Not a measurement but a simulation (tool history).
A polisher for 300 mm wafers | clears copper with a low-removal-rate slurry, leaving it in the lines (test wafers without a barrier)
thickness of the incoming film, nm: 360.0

run	hour	flow of slurry (ml/min)	pressure of the wafer on the pad (kPa)	speed of the pad under the wafer (cm/s)	abrasive content of the slurry	overpolish time after the end point (s)	time until the end point was called (s)	dishing of a wide line in a test structure (nm)
1	0.0	220	14.5	120	1.0	24	124.50	21.292
2	7.8	220	13.8	120	1.0	21	131.36	19.832
3	11.1	220	13.1	120	1.0	19	136.74	18.189
4	15.1	220	12.4	120	1.0	19	146.00	18.831
5	20.6	220	12.4	98	1.0	19	170.98	16.135
6	23.6	220	12.4	98	1.0	15	174.89	14.310
7	31.0	220	12.4	98	1.0	16	173.98	14.962

Run 8 comes next. What will it give?
8	35.4	220	12.4	98	1.0	16	?	?

Run 8 gave time until the end point was called (s) 174.22, dishing of a wide line in a test structure (nm) 14.842.
